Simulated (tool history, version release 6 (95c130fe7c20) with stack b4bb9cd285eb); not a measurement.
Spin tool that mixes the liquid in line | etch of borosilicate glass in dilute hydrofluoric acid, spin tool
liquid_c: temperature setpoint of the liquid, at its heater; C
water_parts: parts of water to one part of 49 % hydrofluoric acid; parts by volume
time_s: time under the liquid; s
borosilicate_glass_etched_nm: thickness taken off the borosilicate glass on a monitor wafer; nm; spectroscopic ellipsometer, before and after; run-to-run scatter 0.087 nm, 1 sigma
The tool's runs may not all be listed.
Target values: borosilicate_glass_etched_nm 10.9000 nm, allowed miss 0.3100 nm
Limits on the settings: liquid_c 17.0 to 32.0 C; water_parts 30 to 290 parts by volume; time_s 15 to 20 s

run    day  liquid_c  water_parts  time_s  borosilicate_glass_etched_nm
  1  0.000      24.0          160      20                        5.4739
  2  0.267      24.0          130      20                        7.0036
  3  0.396      22.0          130      20                        6.4678
  4  0.667      25.0          120      20                        7.9488
  5  0.767      27.0          120      20                        8.4398
  6  1.133      27.0           80      20                       13.6790
  7  1.400      23.0           80      20                       11.4390
  8  1.542      22.5           80      20                       11.3940

Exactly one of the 5 candidate moves below puts every result within its allowed miss. Which one?
  A  1.683      20.0           75      20                             ?
  B  1.683      24.0           80      20                             ?
  C  1.683      26.0           85      20                             ?
  D  1.683      20.5           55      15                             ?
  E  1.683      21.0           70      20                             ?

move  borosilicate_glass_etched_nm
   A                       10.9270
   B                       11.9960
   C                       12.1460
   D                       11.6860
   E                       12.2770
A: hits every target within its allowed miss
B: further off than the last run
C: further off than the last run
D: further off than the last run
E: further off than the last run
The move that meets every target is A.
